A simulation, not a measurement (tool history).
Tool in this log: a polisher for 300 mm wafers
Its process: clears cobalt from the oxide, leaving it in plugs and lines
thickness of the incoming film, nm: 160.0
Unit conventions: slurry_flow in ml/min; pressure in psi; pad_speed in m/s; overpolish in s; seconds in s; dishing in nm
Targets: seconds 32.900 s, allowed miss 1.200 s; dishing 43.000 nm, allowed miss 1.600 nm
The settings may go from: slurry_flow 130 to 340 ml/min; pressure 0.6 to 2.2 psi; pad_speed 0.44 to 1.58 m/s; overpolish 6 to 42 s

{"run": 1, "hour": 0.0, "slurry_flow": 220, "pressure": 1.4, "pad_speed": 1.0, "overpolish": 21, "seconds": 45.38, "dishing": 41.199}
{"run": 2, "hour": 8.4, "slurry_flow": 225, "pressure": 1.5, "pad_speed": 1.0, "overpolish": 19, "seconds": 41.862, "dishing": 39.37}
{"run": 3, "hour": 13.9, "slurry_flow": 225, "pressure": 1.5, "pad_speed": 1.0, "overpolish": 24, "seconds": 41.654, "dishing": 43.751}
{"run": 4, "hour": 16.4, "slurry_flow": 230, "pressure": 1.6, "pad_speed": 1.0, "overpolish": 23, "seconds": 38.812, "dishing": 44.252}
{"run": 5, "hour": 25.2, "slurry_flow": 235, "pressure": 1.7, "pad_speed": 1.0, "overpolish": 22, "seconds": 36.09, "dishing": 45.281}
{"run": 6, "hour": 28.0, "slurry_flow": 235, "pressure": 1.7, "pad_speed": 1.0, "overpolish": 21, "seconds": 36.239, "dishing": 44.531}
{"run": 7, "hour": 33.6, "slurry_flow": 235, "pressure": 1.7, "pad_speed": 1.0, "overpolish": 21, "seconds": 37.432, "dishing": 44.155}
{"run": 8, "hour": 39.8, "slurry_flow": 235, "pressure": 1.8, "pad_speed": 1.0, "overpolish": 19, "seconds": 34.172, "dishing": 42.163}
{"run": 9, "hour": 46.2, "slurry_flow": 240, "pressure": 1.8, "pad_speed": 1.0, "overpolish": 19, "seconds": 34.502, "dishing": 43.896}
{"run": 10, "hour": 49.7, "slurry_flow": 240, "pressure": 1.8, "pad_speed": 1.0, "overpolish": 18, "seconds": 34.717, "dishing": 42.628}

Exactly one of the 5 candidate moves below puts every result within its allowed miss. Which one?
{"run": "A", "hour": 53.2, "slurry_flow": 300, "pressure": 2.0, "pad_speed": 1.04, "overpolish": 20, "seconds": "?", "dishing": "?"}
{"run": "B", "hour": 53.2, "slurry_flow": 330, "pressure": 2.0, "pad_speed": 1.02, "overpolish": 21, "seconds": "?", "dishing": "?"}
{"run": "C", "hour": 53.2, "slurry_flow": 225, "pressure": 1.8, "pad_speed": 1.06, "overpolish": 18, "seconds": "?", "dishing": "?"}
{"run": "D", "hour": 53.2, "slurry_flow": 260, "pressure": 2.0, "pad_speed": 1.04, "overpolish": 16, "seconds": "?", "dishing": "?"}
{"run": "E", "hour": 53.2, "slurry_flow": 230, "pressure": 2.1, "pad_speed": 0.98, "overpolish": 21, "seconds": "?", "dishing": "?"}

move=A seconds=28.998 dishing=46.749
move=B seconds=29.309 dishing=47.344
move=C seconds=32.508 dishing=43.044
move=D seconds=29.401 dishing=42.693
move=E seconds=30.093 dishing=46.936
A: takes the result that was furthest off past its target
B: takes the result that was furthest off past its target
C: every result within its allowed miss
D: takes the result that was furthest off past its target
E: takes the result that was furthest off past its target
C meets every target.

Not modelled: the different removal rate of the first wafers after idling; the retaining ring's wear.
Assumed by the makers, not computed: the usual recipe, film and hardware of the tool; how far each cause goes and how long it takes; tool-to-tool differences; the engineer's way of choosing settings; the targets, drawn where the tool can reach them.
